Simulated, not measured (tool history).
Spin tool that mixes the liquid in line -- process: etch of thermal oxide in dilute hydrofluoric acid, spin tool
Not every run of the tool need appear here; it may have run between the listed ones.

| run | hour | temperature setpoint of the liquid (°C) | parts of water to one part of 49 % hydrofluoric acid (parts by volume) | time under the liquid (s) | thickness taken off the thermal oxide on a monitor wafer (nm) |
|---|---|---|---|---|---|
| 1 | 0.0 | 20.0 | 275 | 50 | 0.57754 |
| 2 | 2.8 | 22.0 | 215 | 50 | 0.87315 |
| 3 | 5.4 | 23.5 | 170 | 50 | 1.19340 |
| 4 | 14.0 | 23.5 | 210 | 50 | 0.91933 |
| 5 | 19.3 | 24.5 | 165 | 50 | 1.28820 |
| 6 | 28.3 | 21.5 | 165 | 50 | 1.13380 |
| 7 | 36.3 | 23.0 | 135 | 50 | 1.53710 |
| 8 | 37.2 | 24.0 | 115 | 50 | 1.88110 |

Estimate the outcome of run 9 from the log above:
| 9 | 38.4 | 25.0 | 105 | 50 | ? |

Run 9 measured thickness taken off the thermal oxide on a monitor wafer (nm) 2.19000.

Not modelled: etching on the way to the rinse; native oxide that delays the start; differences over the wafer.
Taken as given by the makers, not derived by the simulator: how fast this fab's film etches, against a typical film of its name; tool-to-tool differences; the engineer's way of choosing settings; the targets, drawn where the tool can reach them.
